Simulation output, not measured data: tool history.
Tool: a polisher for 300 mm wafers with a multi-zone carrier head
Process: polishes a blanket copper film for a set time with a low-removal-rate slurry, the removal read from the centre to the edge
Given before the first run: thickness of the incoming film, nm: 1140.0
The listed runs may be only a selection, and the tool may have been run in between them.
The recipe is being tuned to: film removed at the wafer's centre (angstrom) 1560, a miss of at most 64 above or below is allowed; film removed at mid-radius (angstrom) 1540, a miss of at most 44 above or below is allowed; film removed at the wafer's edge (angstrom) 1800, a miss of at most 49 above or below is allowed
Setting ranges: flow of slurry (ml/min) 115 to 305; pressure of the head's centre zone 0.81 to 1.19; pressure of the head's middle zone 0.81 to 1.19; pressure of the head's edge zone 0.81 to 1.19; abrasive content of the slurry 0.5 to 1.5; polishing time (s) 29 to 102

run	day	flow of slurry (ml/min)	pressure of the head's centre zone	pressure of the head's middle zone	pressure of the head's edge zone	abrasive content of the slurry	polishing time (s)	film removed at the wafer's centre (angstrom)	film removed at mid-radius (angstrom)	film removed at the wafer's edge (angstrom)
1	0	195	1	1	1	1	65	1383.4	1381.2	1347
2	0.121	195	1	0.94	1	1	65	1335.6	1307.5	1356.1
3	0.158	195	1	0.94	1	1	79	1623.7	1601	1641.7
4	0.275	195	1	0.88	1	1	79	1634.4	1539.3	1626.8
5	0.533	195	1	0.81	1	1	79	1625	1424.5	1651.1
6	0.658	195	0.92	0.81	1	1	79	1542.5	1421.7	1648.1
7	0.842	200	0.91	0.82	1.01	1	79	1512.6	1415.6	1681.6
8	1.183	205	0.91	0.83	1.02	1	79	1522.5	1465.6	1672.7
9	1.479	210	0.91	0.83	1.03	1	79	1478.8	1456.6	1689.3
10	1.817	215	0.92	0.83	1.03	1	79	1493.9	1474.1	1678.6
11	2.038	215	0.92	0.83	1.04	1.05	79	1536.9	1466.7	1712.5
12	2.167	220	0.92	0.83	1.05	1.05	79	1553.9	1506	1727.4
13	2.417	220	0.92	0.83	1.06	1.05	79	1589.8	1489	1733.9
14	2.529	225	0.91	0.83	1.07	1.05	79	1523.7	1487.4	1733.7
15	2.725	230	0.91	0.83	1.08	1.05	79	1541.4	1490.1	1746.3
16	3.088	235	0.91	0.83	1.08	1.05	79	1594.7	1510.7	1771.8

Pick the move, out of 5, that brings all results within their allowed miss; only one does.
A	3.45	240	1.01	0.81	1.08	1.15	80	?	?	?
B	3.45	235	0.97	0.87	1.08	1.3	72	?	?	?
C	3.45	205	0.9	0.84	1.06	1	83	?	?	?
D	3.45	230	0.99	0.86	1.07	1.3	73	?	?	?
E	3.45	215	0.86	0.84	1.13	1.05	78	?	?	?

move	film removed at the wafer's centre (angstrom)	film removed at mid-radius (angstrom)	film removed at the wafer's edge (angstrom)
A	1784.5	1508.1	1818.4
B	1574.1	1469.2	1670.1
C	1572.2	1541.5	1795
D	1624.2	1471.5	1682.5
E	1433.8	1470.8	1765.1
A: corrects the largest miss of the last run, while another result sits out of spec
B: lands further from the targets than the last run did
C: meets every target
D: lands further from the targets than the last run did
E: lands further from the targets than the last run did
The move that meets every target is C.
